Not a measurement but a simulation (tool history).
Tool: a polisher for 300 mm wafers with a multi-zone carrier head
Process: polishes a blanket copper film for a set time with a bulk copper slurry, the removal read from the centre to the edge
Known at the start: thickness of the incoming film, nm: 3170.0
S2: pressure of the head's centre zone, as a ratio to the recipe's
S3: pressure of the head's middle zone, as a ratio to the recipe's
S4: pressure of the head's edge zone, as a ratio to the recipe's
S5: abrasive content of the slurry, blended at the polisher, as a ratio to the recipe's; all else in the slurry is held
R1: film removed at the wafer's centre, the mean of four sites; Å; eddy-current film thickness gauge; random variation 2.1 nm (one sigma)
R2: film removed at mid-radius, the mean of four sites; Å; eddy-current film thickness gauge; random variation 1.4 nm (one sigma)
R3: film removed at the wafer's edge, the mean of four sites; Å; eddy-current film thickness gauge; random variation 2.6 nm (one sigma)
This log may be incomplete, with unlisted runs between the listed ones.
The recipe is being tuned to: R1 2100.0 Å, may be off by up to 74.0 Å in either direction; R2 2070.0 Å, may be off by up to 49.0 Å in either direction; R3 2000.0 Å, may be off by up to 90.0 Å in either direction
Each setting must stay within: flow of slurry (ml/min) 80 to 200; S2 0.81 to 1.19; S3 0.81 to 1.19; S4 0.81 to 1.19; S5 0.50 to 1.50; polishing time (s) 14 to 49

{"run": 1, "hour": 0.0, "flow of slurry (ml/min)": 130, "S2": 1.0, "S3": 1.0, "S4": 1.0, "S5": 1.0, "polishing time (s)": 31, "R1": 3394.6, "R2": 3459.2, "R3": 3304.8}
{"run": 2, "hour": 6.0, "flow of slurry (ml/min)": 130, "S2": 1.0, "S3": 1.07, "S4": 1.0, "S5": 1.0, "polishing time (s)": 31, "R1": 3368.0, "R2": 3610.2, "R3": 3291.3}
{"run": 3, "hour": 13.8, "flow of slurry (ml/min)": 120, "S2": 0.99, "S3": 1.02, "S4": 0.96, "S5": 0.85, "polishing time (s)": 28, "R1": 2858.1, "R2": 3089.7, "R3": 2811.4}
{"run": 4, "hour": 19.4, "flow of slurry (ml/min)": 95, "S2": 0.99, "S3": 1.02, "S4": 0.96, "S5": 0.85, "polishing time (s)": 28, "R1": 2768.9, "R2": 2939.8, "R3": 2758.0}
{"run": 5, "hour": 28.1, "flow of slurry (ml/min)": 95, "S2": 0.99, "S3": 0.98, "S4": 0.93, "S5": 0.75, "polishing time (s)": 26, "R1": 2555.5, "R2": 2586.3, "R3": 2472.7}
{"run": 6, "hour": 32.8, "flow of slurry (ml/min)": 100, "S2": 0.97, "S3": 0.95, "S4": 0.9, "S5": 0.7, "polishing time (s)": 25, "R1": 2393.4, "R2": 2454.4, "R3": 2365.5}
{"run": 7, "hour": 39.7, "flow of slurry (ml/min)": 100, "S2": 0.97, "S3": 0.94, "S4": 0.88, "S5": 0.65, "polishing time (s)": 24, "R1": 2226.6, "R2": 2298.0, "R3": 2182.1}
{"run": 8, "hour": 43.3, "flow of slurry (ml/min)": 100, "S2": 0.97, "S3": 0.92, "S4": 0.86, "S5": 0.6, "polishing time (s)": 24, "R1": 2217.1, "R2": 2236.1, "R3": 2132.6}
{"run": 9, "hour": 50.0, "flow of slurry (ml/min)": 95, "S2": 0.97, "S3": 0.91, "S4": 0.85, "S5": 0.6, "polishing time (s)": 24, "R1": 2194.4, "R2": 2214.1, "R3": 2110.4}
{"run": 10, "hour": 51.5, "flow of slurry (ml/min)": 95, "S2": 0.97, "S3": 0.9, "S4": 0.84, "S5": 0.6, "polishing time (s)": 24, "R1": 2152.3, "R2": 2202.9, "R3": 2098.8}
{"run": 11, "hour": 52.3, "flow of slurry (ml/min)": 95, "S2": 0.98, "S3": 0.89, "S4": 0.83, "S5": 0.6, "polishing time (s)": 24, "R1": 2205.3, "R2": 2175.2, "R3": 2082.0}
{"run": 12, "hour": 57.0, "flow of slurry (ml/min)": 90, "S2": 0.98, "S3": 0.88, "S4": 0.82, "S5": 0.6, "polishing time (s)": 24, "R1": 2182.7, "R2": 2134.6, "R3": 2102.3}

Below are 5 possible settings for the next run. Only one of them brings all results inside the allowed miss of their targets. Which is it?
{"run": "A", "hour": 61.7, "flow of slurry (ml/min)": 80, "S2": 1.0, "S3": 0.9, "S4": 0.86, "S5": 0.6, "polishing time (s)": 23, "R1": "?", "R2": "?", "R3": "?"}
{"run": "B", "hour": 61.7, "flow of slurry (ml/min)": 80, "S2": 1.02, "S3": 0.91, "S4": 0.86, "S5": 0.9, "polishing time (s)": 23, "R1": "?", "R2": "?", "R3": "?"}
{"run": "C", "hour": 61.7, "flow of slurry (ml/min)": 105, "S2": 0.95, "S3": 0.91, "S4": 0.81, "S5": 0.65, "polishing time (s)": 23, "R1": "?", "R2": "?", "R3": "?"}
{"run": "D", "hour": 61.7, "flow of slurry (ml/min)": 100, "S2": 0.99, "S3": 0.93, "S4": 0.83, "S5": 0.55, "polishing time (s)": 24, "R1": "?", "R2": "?", "R3": "?"}
{"run": "E", "hour": 61.7, "flow of slurry (ml/min)": 125, "S2": 1.04, "S3": 0.94, "S4": 0.81, "S5": 0.65, "polishing time (s)": 20, "R1": "?", "R2": "?", "R3": "?"}

move=A R1=2106.3 R2=2028.7 R3=2016.9
move=B R1=2316.1 R2=2201.0 R3=2173.7
move=C R1=2116.0 R2=2149.2 R3=2042.5
move=D R1=2218.4 R2=2191.3 R3=2081.8
move=E R1=2070.1 R2=1949.5 R3=1804.4
A: all results in spec
B: further off than the last run
C: further off than the last run
D: further off than the last run
E: pushes the last run's worst result past its target
Answer: A
